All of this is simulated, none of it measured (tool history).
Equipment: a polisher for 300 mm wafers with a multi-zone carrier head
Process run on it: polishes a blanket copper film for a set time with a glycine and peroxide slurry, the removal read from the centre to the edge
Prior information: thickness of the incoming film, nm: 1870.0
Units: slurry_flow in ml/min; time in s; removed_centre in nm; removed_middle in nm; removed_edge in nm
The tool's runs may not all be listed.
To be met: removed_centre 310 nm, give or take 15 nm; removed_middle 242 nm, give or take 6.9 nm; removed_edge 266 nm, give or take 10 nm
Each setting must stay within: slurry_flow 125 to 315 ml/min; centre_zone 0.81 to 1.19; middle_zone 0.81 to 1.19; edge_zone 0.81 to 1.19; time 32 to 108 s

run,day,slurry_flow,centre_zone,middle_zone,edge_zone,time,removed_centre,removed_middle,removed_edge
1,0,205,1,1,1,70,435.78,432.6,431.49
2,0.3,185,1,1,1,70,433.36,420.76,426.77
3,0.642,175,1.02,0.96,0.96,62,373.88,354.89,371.06
4,0.696,175,1.02,0.89,0.96,62,378.1,331.62,367.57
5,0.85,175,1.02,0.89,0.99,62,369.18,337.57,374.39
6,1.2,225,1.02,0.89,0.99,62,402.39,348.76,375.03
7,1.575,225,1.03,0.87,0.95,57,371.31,312.9,349.43
8,1.6,235,1.05,0.88,0.92,52,350.48,288.09,320.47
9,1.629,205,1.08,0.86,0.82,43,293.68,229.57,245.53
10,1.888,215,1.08,0.86,0.84,43,289.29,232.08,249.06
11,2.125,225,1.08,0.86,0.85,43,295.82,233.01,251.31
12,2.362,235,1.08,0.86,0.86,43,297.4,234.94,252.72

Which single option among these 4 for the next run brings every result within its allowed miss of target? Just one does.
A,2.6,305,1.06,0.82,0.83,45,?,?,?
B,2.6,300,1.19,0.98,0.88,40,?,?,?
C,2.6,155,1.16,0.92,0.81,42,?,?,?
D,2.6,225,1,0.84,0.86,44,?,?,?

move,removed_centre,removed_middle,removed_edge
A,314.7,244.45,274.56
B,314.06,251.3,247.84
C,287.46,226.69,235.58
D,278.87,235.27,264.16
A: hits every target within its allowed miss
B: the biggest miss grows against the last run
C: the biggest miss grows against the last run
D: the furthest-off result lands on target, but another misses its tolerance
A is the move that brings every result within its allowed miss.
